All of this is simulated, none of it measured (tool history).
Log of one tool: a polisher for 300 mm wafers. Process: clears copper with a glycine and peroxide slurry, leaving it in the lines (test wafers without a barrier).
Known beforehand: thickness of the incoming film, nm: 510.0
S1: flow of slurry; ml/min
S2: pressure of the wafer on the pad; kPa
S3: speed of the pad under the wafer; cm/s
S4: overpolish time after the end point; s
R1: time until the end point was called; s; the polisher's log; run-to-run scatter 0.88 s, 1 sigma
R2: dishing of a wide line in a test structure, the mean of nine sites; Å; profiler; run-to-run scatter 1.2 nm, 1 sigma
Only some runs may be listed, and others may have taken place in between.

run 1 hour=0.0 | S1=245 S2=15.2 S3=76 S4=25 | R1=133.95 R2=586.78
run 2 hour=2.8 | S1=245 S2=13.1 S3=76 S4=25 | R1=148.60 R2=540.46
run 3 hour=11.1 | S1=225 S2=13.1 S3=76 S4=25 | R1=150.01 R2=531.23
run 4 hour=15.2 | S1=225 S2=11.0 S3=76 S4=25 | R1=167.90 R2=474.63
run 5 hour=21.9 | S1=230 S2=13.1 S3=76 S4=26 | R1=149.09 R2=545.76
run 6 hour=25.3 | S1=235 S2=14.5 S3=76 S4=27 | R1=139.38 R2=590.96

Run 7, settings as shown, results not yet in. Your forecast:
run 7 hour=26.1 | S1=245 S2=15.9 S3=76 S4=29 | R1=? R2=?

R1: 131.46 s
R2: 678.32 Å
